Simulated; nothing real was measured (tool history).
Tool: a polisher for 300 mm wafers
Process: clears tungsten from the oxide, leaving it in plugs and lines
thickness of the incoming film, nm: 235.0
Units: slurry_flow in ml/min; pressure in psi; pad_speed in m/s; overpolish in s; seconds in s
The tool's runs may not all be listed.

run  hour  slurry_flow  pressure  pad_speed  slurry_solids  overpolish  seconds
  1   0.0          125       2.6       1.04            1.0           8   61.418
  2   4.0          125       2.6       1.04            0.8           8   65.666
  3  11.0          125       2.6       0.82            0.8           8   82.913
  4  14.8          125       2.6       0.98            0.8           8   67.730
  5  23.2          120       2.1       0.96            0.8           8   89.218
     29.0  -- slurry blender recalibrated
  6  29.0          115       1.9       0.96            0.8           8   86.384
  7  30.1          115       1.7       0.90            0.8           8  103.590

The next listed run, before its measurement:
  8  35.3          115       1.5       0.90            0.8           8        ?

Run 8 gave seconds 116.490 s.
